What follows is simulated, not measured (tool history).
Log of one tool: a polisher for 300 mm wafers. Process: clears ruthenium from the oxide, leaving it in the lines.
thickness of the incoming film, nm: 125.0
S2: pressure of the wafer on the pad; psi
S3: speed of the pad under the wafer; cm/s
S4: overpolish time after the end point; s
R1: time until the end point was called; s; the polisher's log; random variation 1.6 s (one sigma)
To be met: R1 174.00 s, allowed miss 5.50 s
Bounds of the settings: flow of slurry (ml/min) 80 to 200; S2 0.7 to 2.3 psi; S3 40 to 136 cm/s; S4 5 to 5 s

{"run": 1, "day": 0.0, "flow of slurry (ml/min)": 130, "S2": 1.5, "S3": 88, "S4": 5, "R1": 149.55}
{"run": 2, "day": 0.158, "flow of slurry (ml/min)": 130, "S2": 1.5, "S3": 106, "S4": 5, "R1": 125.67}
{"run": 3, "day": 0.496, "flow of slurry (ml/min)": 130, "S2": 1.5, "S3": 116, "S4": 5, "R1": 118.97}
{"run": 4, "day": 0.608, "flow of slurry (ml/min)": 130, "S2": 1.5, "S3": 108, "S4": 5, "R1": 126.26}
{"run": 5, "day": 0.654, "flow of slurry (ml/min)": 125, "S2": 1.4, "S3": 108, "S4": 5, "R1": 133.8}
{"run": 6, "day": 1.012, "flow of slurry (ml/min)": 125, "S2": 1.3, "S3": 108, "S4": 5, "R1": 141.98}
{"run": 7, "day": 1.121, "flow of slurry (ml/min)": 120, "S2": 1.2, "S3": 108, "S4": 5, "R1": 152.27}
{"run": 8, "day": 1.496, "flow of slurry (ml/min)": 115, "S2": 1.1, "S3": 108, "S4": 5, "R1": 164.79}
{"run": 9, "day": 1.783, "flow of slurry (ml/min)": 110, "S2": 1.1, "S3": 108, "S4": 5, "R1": 168.44}

Which of these 5 next moves meets every target?
{"run": "A", "day": 2.071, "flow of slurry (ml/min)": 80, "S2": 1.3, "S3": 108, "S4": 5, "R1": "?"}
{"run": "B", "day": 2.071, "flow of slurry (ml/min)": 110, "S2": 0.9, "S3": 126, "S4": 5, "R1": "?"}
{"run": "C", "day": 2.071, "flow of slurry (ml/min)": 120, "S2": 1.1, "S3": 110, "S4": 5, "R1": "?"}
{"run": "D", "day": 2.071, "flow of slurry (ml/min)": 105, "S2": 1.1, "S3": 116, "S4": 5, "R1": "?"}
{"run": "E", "day": 2.071, "flow of slurry (ml/min)": 130, "S2": 1.1, "S3": 110, "S4": 5, "R1": "?"}

move=A R1=157.15
move=B R1=171.98
move=C R1=162.14
move=D R1=159.09
move=E R1=159.73
A: further off than the last run
B: meets every target
C: further off than the last run
D: further off than the last run
E: further off than the last run
Move B is the one to make.

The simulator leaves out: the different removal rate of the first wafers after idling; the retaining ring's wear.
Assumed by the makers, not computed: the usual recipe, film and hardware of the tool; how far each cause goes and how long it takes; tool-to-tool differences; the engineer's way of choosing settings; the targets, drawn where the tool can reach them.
